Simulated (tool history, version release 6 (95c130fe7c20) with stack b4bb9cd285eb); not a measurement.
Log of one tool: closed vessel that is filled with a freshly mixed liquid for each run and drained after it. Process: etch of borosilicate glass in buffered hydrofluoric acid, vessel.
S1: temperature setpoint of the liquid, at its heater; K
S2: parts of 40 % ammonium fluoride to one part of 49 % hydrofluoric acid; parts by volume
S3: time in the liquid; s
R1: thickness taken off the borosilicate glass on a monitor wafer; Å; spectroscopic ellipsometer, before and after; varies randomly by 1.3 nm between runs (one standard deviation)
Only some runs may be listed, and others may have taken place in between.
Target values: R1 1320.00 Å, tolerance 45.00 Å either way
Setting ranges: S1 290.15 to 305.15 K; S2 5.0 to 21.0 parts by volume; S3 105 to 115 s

| run | hour | S1 | S2 | S3 | R1 |
|---|---|---|---|---|---|
| 1 | 0.0 | 297.15 | 13.0 | 105 | 872.42 |
| 2 | 9.0 | 298.15 | 13.0 | 105 | 914.17 |
| 3 | 17.8 | 295.65 | 13.0 | 105 | 812.97 |
| 4 | 21.7 | 295.65 | 16.0 | 105 | 652.85 |
| 5 | 30.7 | 296.65 | 15.5 | 105 | 703.13 |
| 6 | 38.8 | 299.65 | 15.5 | 105 | 835.70 |
|  | 43.5 | hydrofluoric acid flow meter replaced |
| 7 | 43.5 | 300.15 | 15.0 | 105 | 984.54 |
| 8 | 46.0 | 300.15 | 15.0 | 105 | 979.55 |
| 9 | 53.7 | 300.65 | 15.0 | 105 | 994.90 |
| 10 | 62.2 | 301.15 | 15.0 | 105 | 1024.60 |
| 11 | 68.4 | 301.65 | 15.0 | 105 | 1072.30 |
| 12 | 75.5 | 302.15 | 15.0 | 105 | 1113.70 |
| 13 | 82.4 | 303.65 | 15.0 | 105 | 1186.50 |
| 14 | 86.5 | 304.65 | 15.0 | 105 | 1236.10 |

Which of these 4 next moves meets every target?
| A | 90.6 | 302.15 | 14.5 | 110 | ? |
| B | 90.6 | 303.65 | 15.5 | 115 | ? |
| C | 90.6 | 304.15 | 15.0 | 115 | ? |
| D | 90.6 | 304.65 | 16.5 | 110 | ? |

| move | R1 |
|---|---|
| A | 1177.50 |
| B | 1246.00 |
| C | 1320.60 |
| D | 1179.90 |
A: further off than the last run
B: moves toward the targets from the last run without getting all of them in spec
C: meets every target
D: further off than the last run
C meets every target.
